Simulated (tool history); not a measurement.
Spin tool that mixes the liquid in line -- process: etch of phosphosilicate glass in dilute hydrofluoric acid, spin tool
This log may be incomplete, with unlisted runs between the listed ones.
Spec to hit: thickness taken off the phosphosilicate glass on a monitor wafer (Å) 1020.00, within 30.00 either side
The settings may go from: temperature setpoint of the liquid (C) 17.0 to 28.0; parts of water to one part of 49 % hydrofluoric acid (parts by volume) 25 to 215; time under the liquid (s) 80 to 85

run	hour	temperature setpoint of the liquid (C)	parts of water to one part of 49 % hydrofluoric acid (parts by volume)	time under the liquid (s)	thickness taken off the phosphosilicate glass on a monitor wafer (Å)
1	0.0	20.0	120	80	739.05
2	1.3	21.0	120	80	775.63
3	9.5	21.0	160	80	552.44
4	15.1	21.0	160	80	555.61
5	18.5	21.0	160	80	554.66
6	26.2	22.0	155	80	595.63
7	30.1	23.0	150	80	643.59
8	33.7	24.0	145	80	701.15
9	38.9	24.5	140	80	742.79
10	41.7	25.0	135	80	785.49
# hour 44.5: hydrofluoric acid flow meter replaced
11	44.5	25.5	130	80	757.17
12	50.2	25.5	125	80	794.83
13	59.1	28.0	105	80	1070.10

Which single option among these 5 for the next run brings every result within its allowed miss of target? Just one does.
A	68.0	24.5	105	80	?
B	68.0	26.5	105	85	?
C	68.0	28.0	100	80	?
D	68.0	27.5	100	80	?
E	68.0	27.0	105	80	?

move	thickness taken off the phosphosilicate glass on a monitor wafer (Å)
A	931.76
B	1070.20
C	1127.70
D	1106.30
E	1026.80
A: the result that was furthest off in the last run now lies on the other side of its target
B: about the same distance from the targets as the last run
C: misses by more than the last run did
D: misses by more than the last run did
E: in spec on every target
Move E is the one to make.
